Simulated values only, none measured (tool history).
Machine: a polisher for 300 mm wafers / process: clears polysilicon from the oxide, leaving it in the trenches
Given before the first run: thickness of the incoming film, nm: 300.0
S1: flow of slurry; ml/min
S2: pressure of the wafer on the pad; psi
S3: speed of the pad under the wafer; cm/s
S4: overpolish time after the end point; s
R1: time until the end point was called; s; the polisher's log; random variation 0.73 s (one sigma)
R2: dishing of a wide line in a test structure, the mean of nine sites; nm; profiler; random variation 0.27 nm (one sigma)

run,hour,S1,S2,S3,S4,R1,R2
1,0.0,155,2.0,124,18,22.736,68.060
2,7.7,150,1.8,112,16,27.988,63.821
3,14.3,140,1.6,102,14,33.436,57.547
4,16.5,130,1.5,94,12,39.342,49.394
5,19.0,125,1.4,86,11,46.336,44.475
6,24.1,140,1.4,86,11,44.520,44.204
7,25.9,160,1.3,80,10,49.209,39.166
8,31.6,175,1.2,76,9,54.654,33.448
9,32.3,190,1.1,74,8,58.061,30.234
10,35.3,235,0.9,64,5,76.372,16.096
11,44.0,225,1.2,66,5,60.381,20.476
12,52.9,230,1.2,66,6,60.493,22.903
13,60.7,235,1.2,68,6,57.291,24.001
14,65.5,235,1.1,70,6,61.676,23.466

Run 15 has not been measured yet. What should we expect?
15,72.8,235,1.1,68,6,?,?

{"run 15": {"R1": 60.085, "R2": 23.136}}
